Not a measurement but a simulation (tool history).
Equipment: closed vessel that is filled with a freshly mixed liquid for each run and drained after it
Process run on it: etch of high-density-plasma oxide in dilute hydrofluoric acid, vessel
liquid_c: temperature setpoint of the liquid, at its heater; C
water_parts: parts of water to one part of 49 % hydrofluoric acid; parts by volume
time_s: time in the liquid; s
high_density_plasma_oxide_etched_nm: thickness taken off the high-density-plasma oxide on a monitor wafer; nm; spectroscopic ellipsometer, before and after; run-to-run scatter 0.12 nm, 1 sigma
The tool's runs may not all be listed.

run,day,liquid_c,water_parts,time_s,high_density_plasma_oxide_etched_nm
1,0,22,60,155,20.403
2,0.121,21,65,155,17.818
3,0.292,20,65,155,16.911
4,0.454,19.5,65,155,16.92
5,0.775,22.5,65,155,18.821
6,0.871,22.5,65,155,19.01
7,1.05,21.5,65,155,17.944
# day 1.342: thermometer replaced
8,1.342,20.5,65,155,15.994

Run 9, settings as shown, results not yet in. Your forecast:
9,1.5,20,65,155,?

{"run 9": {"high_density_plasma_oxide_etched_nm": 15.975}}
